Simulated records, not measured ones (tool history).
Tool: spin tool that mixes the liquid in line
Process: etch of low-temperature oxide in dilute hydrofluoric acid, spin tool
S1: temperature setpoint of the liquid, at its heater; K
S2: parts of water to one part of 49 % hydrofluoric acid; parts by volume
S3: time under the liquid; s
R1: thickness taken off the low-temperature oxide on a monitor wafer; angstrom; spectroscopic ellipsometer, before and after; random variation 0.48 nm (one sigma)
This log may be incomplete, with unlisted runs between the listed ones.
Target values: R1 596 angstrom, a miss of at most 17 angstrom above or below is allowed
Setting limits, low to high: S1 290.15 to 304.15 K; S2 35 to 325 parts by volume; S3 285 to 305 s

run	hour	S1	S2	S3	R1
1	0	296.15	180	285	416.11
2	3.9	293.15	180	285	372.43
3	8.7	293.15	130	285	544.16
4	17.3	293.15	170	285	397.47
5	21.1	290.15	170	285	349.52
6	27.6	290.15	170	285	357.33
7	29.8	294.15	160	285	448.81
8	37.5	295.15	160	285	460.55
9	45.7	296.15	160	285	483.03
10	54	296.65	160	285	489.81
11	59.1	297.15	160	285	497.37

Which single option among these 5 for the next run brings every result within its allowed miss of target? Just one does.
A	64.2	299.65	150	305	?
B	64.2	290.15	160	285	?
C	64.2	301.65	185	305	?
D	64.2	293.15	165	285	?
E	64.2	299.65	155	300	?

move	R1
A	627.22
B	375.3
C	524.28
D	408.42
E	593.45
A: carries the result that was furthest off beyond its target, to the other side
B: misses by more than the last run did
C: nearer the targets than the last run, but a result is still out of spec
D: misses by more than the last run did
E: in spec on every target
So the answer is move E, the one that meets all the targets.
